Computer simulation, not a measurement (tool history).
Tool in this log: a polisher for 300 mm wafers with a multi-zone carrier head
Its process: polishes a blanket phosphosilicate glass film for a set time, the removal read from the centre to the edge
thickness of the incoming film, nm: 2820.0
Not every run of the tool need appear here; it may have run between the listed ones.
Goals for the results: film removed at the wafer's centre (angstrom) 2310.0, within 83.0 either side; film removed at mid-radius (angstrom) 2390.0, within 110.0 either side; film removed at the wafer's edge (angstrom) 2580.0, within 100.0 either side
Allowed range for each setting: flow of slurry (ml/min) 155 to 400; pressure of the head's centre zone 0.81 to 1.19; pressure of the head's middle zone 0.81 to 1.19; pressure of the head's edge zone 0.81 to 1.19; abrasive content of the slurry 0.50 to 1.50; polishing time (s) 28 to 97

run,hour,flow of slurry (ml/min),pressure of the head's centre zone,pressure of the head's middle zone,pressure of the head's edge zone,abrasive content of the slurry,polishing time (s),film removed at the wafer's centre (angstrom),film removed at mid-radius (angstrom),film removed at the wafer's edge (angstrom)
1,0.0,255,1.00,1.00,1.00,1.00,62,2908.1,2884.8,2876.3
2,2.4,250,0.98,0.98,0.99,0.95,62,2767.8,2696.5,2756.3
3,4.6,215,0.98,0.98,0.99,0.95,62,2736.0,2617.8,2779.9
4,12.4,215,0.98,0.98,0.99,1.10,62,2931.0,2858.1,2929.4
5,15.1,215,0.98,0.98,1.03,1.10,62,2920.4,2802.5,3087.0
6,20.9,215,0.98,0.98,1.07,1.10,62,2923.8,2816.7,3045.2
7,25.8,220,0.96,0.98,1.06,1.05,62,2830.3,2738.4,2989.1
8,30.9,220,0.94,0.98,1.05,1.00,62,2662.0,2704.4,2889.8
9,34.5,220,0.93,0.97,1.04,1.00,62,2668.2,2739.4,2913.5
10,42.6,210,0.89,0.93,1.02,0.75,61,2193.0,2207.9,2513.5
11,50.7,215,0.89,0.94,1.02,0.75,61,2244.4,2301.6,2555.9

Exactly one of the 4 candidate moves below puts every result within its allowed miss. Which one?
A,58.8,170,0.84,0.94,1.03,0.65,70,?,?,?
B,58.8,300,0.90,0.96,1.06,0.75,60,?,?,?
C,58.8,160,0.90,0.86,1.03,0.85,61,?,?,?
D,58.8,165,0.94,0.98,1.03,1.00,52,?,?,?

move,film removed at the wafer's centre (angstrom),film removed at mid-radius (angstrom),film removed at the wafer's edge (angstrom)
A,2164.6,2409.0,2634.5
B,2317.1,2424.6,2588.6
C,2239.1,2162.8,2558.5
D,2147.7,2209.5,2337.2
A: gets the furthest-off result to its target, but another result is out of tolerance
B: every result lands within tolerance
C: its largest miss is bigger than the last run's
D: its largest miss is bigger than the last run's
Move B is the one to make.

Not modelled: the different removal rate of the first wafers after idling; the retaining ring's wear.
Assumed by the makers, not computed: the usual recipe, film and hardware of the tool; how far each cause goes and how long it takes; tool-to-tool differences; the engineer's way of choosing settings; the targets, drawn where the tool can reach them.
